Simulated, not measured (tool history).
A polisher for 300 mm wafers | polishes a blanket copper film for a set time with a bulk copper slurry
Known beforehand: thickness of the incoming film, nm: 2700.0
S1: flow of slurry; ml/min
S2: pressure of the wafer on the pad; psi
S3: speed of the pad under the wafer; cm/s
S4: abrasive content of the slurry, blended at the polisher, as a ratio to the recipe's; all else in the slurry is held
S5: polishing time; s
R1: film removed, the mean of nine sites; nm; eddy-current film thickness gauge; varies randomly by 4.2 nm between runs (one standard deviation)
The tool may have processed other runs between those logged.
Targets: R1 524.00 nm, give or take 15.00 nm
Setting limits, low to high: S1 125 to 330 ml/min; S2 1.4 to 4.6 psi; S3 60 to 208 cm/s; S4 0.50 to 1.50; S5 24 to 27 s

run 1 day=0.000 | S1=210 S2=3.0 S3=134 S4=1.00 S5=27 | R1=359.32
run 2 day=0.112 | S1=215 S2=3.4 S3=134 S4=1.00 S5=27 | R1=414.88
run 3 day=0.288 | S1=225 S2=3.6 S3=134 S4=1.00 S5=27 | R1=436.36
run 4 day=0.654 | S1=225 S2=3.8 S3=134 S4=1.00 S5=27 | R1=455.16
run 5 day=0.725 | S1=225 S2=3.8 S3=134 S4=1.20 S5=27 | R1=471.66
run 6 day=1.054 | S1=200 S2=3.8 S3=134 S4=1.20 S5=27 | R1=465.99
run 7 day=1.167 | S1=205 S2=3.9 S3=134 S4=1.20 S5=27 | R1=484.01
run 8 day=1.225 | S1=205 S2=4.0 S3=134 S4=1.20 S5=27 | R1=494.96

Of the 4 settings listed for the next run, only one would bring every result within its allowed miss of target. Which one?
run A day=1.283 | S1=195 S2=4.6 S3=124 S4=1.05 S5=26 | R1=?
run B day=1.283 | S1=185 S2=4.0 S3=134 S4=1.20 S5=27 | R1=?
run C day=1.283 | S1=225 S2=4.4 S3=130 S4=1.05 S5=27 | R1=?
run D day=1.283 | S1=130 S2=3.9 S3=156 S4=1.10 S5=26 | R1=?

move=A R1=481.67
move=B R1=480.11
move=C R1=511.35
move=D R1=478.46
A: moves away from the targets compared with the last run
B: moves away from the targets compared with the last run
C: every result lands within tolerance
D: moves away from the targets compared with the last run
The right move is C.

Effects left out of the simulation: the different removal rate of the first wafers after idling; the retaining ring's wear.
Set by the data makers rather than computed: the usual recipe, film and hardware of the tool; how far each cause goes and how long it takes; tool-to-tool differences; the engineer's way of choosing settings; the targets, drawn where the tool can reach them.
